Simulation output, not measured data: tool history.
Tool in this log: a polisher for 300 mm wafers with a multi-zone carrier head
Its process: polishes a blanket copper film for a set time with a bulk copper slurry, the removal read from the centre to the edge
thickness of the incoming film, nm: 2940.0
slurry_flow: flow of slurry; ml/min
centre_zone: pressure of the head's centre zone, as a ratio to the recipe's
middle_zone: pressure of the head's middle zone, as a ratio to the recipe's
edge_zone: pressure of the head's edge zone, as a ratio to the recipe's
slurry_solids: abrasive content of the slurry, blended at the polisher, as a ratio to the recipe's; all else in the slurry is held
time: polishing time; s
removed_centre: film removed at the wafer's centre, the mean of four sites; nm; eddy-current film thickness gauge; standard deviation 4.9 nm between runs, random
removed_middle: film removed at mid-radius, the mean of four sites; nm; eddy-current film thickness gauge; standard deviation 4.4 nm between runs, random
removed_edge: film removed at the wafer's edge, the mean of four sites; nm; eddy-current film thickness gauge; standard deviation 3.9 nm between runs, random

run,hour,slurry_flow,centre_zone,middle_zone,edge_zone,slurry_solids,time,removed_centre,removed_middle,removed_edge
1,0,170,1,1,1,1,52,797.52,797.12,774.21
2,3.6,170,1.01,0.99,0.98,0.95,48,742.16,723.95,696.17
3,8.3,170,1.01,0.98,0.96,0.9,45,679.18,655.51,640
4,11.2,170,1.01,0.98,0.92,0.9,45,684.82,660.39,629.61
5,14.4,170,1.01,0.98,0.92,0.7,45,645.59,629.14,601.37
6,20.8,170,1.01,0.92,0.92,0.7,45,657.06,597.9,599.33
7,27.9,170,1.01,0.92,0.91,0.65,43,608.56,569.16,560.97
8,35.1,170,1.01,0.92,0.9,0.65,41,598.01,545.77,536.94
9,40.5,160,0.97,0.94,0.82,0.5,27,349.82,346.26,323.51
10,43.1,170,0.98,0.94,0.83,0.5,27,359.81,354.62,322.07
11,45.1,175,0.99,0.94,0.85,0.5,27,372.55,340.1,330.91
12,47.6,175,1,0.95,0.85,0.55,27,382.83,360.12,335.46

Run 13 comes next. What will it give?
13,53.5,175,1,0.95,0.85,0.55,27,?,?,?

removed_centre: 380.91 nm
removed_middle: 353.98 nm
removed_edge: 333.37 nm
